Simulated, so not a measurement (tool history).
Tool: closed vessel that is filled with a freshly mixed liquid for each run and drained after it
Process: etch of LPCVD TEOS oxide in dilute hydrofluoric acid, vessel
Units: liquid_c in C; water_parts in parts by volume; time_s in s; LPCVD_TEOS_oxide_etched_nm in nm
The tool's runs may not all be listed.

| run | day | liquid_c | water_parts | time_s | LPCVD_TEOS_oxide_etched_nm |
|---|---|---|---|---|---|
| 1 | 0 | 22 | 195 | 95 | 21.617 |
| 2 | 0.262 | 22 | 195 | 100 | 22.821 |
| 3 | 0.342 | 22 | 125 | 100 | 38.873 |
| 4 | 0.546 | 20.5 | 155 | 100 | 28.372 |
| 5 | 0.883 | 19.5 | 170 | 100 | 24.211 |
| 6 | 0.988 | 19 | 180 | 100 | 22.424 |
|  | 1.042 | hydrofluoric acid flow meter replaced |
| 7 | 1.042 | 18.5 | 190 | 100 | 22.384 |

The next listed run, before its measurement:
| 8 | 1.242 | 18 | 205 | 100 | ? |

{"run 8": {"LPCVD_TEOS_oxide_etched_nm": 19.842}}

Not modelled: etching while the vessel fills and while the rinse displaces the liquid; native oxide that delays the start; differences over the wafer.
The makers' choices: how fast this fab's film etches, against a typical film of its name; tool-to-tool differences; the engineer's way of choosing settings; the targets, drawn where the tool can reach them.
